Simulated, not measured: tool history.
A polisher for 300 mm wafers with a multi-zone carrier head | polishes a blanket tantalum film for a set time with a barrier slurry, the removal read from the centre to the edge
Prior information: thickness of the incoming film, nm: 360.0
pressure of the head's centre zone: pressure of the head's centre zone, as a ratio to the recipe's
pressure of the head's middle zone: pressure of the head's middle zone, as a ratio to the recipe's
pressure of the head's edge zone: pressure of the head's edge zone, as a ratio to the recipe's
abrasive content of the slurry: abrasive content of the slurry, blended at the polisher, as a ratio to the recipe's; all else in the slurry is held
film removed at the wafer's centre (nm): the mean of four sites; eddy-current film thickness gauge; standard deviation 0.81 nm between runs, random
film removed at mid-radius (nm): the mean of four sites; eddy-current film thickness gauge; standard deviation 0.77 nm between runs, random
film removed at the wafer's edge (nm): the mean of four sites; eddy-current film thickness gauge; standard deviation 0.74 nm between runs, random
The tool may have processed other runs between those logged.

run,hour,flow of slurry (ml/min),pressure of the head's centre zone,pressure of the head's middle zone,pressure of the head's edge zone,abrasive content of the slurry,polishing time (s),film removed at the wafer's centre (nm),film removed at mid-radius (nm),film removed at the wafer's edge (nm)
1,0.0,180,1.00,1.00,1.00,1.00,33,47.608,53.012,51.745
2,7.1,180,1.00,1.05,1.00,1.00,33,46.373,54.212,51.231
3,11.1,185,1.01,1.06,1.01,1.05,34,49.579,57.813,54.177
4,15.1,190,1.02,1.07,1.03,1.10,34,50.063,59.086,56.002
5,18.2,190,1.06,1.07,1.03,1.10,34,54.210,59.432,56.662
6,25.1,190,1.06,1.07,1.03,1.10,26,40.968,46.313,43.156
7,25.9,195,1.07,1.08,1.05,1.15,27,43.383,49.203,45.005
8,34.5,195,1.07,1.08,1.06,1.20,29,47.740,53.904,50.920

Expected results for the next run?
# hour 41.5: centre zone pressure recalibrated
9,41.5,200,1.08,1.09,1.07,1.25,30,?,?,?

{"run 9": {"film removed at the wafer's centre (nm)": 55.737, "film removed at mid-radius (nm)": 56.922, "film removed at the wafer's edge (nm)": 52.135}}

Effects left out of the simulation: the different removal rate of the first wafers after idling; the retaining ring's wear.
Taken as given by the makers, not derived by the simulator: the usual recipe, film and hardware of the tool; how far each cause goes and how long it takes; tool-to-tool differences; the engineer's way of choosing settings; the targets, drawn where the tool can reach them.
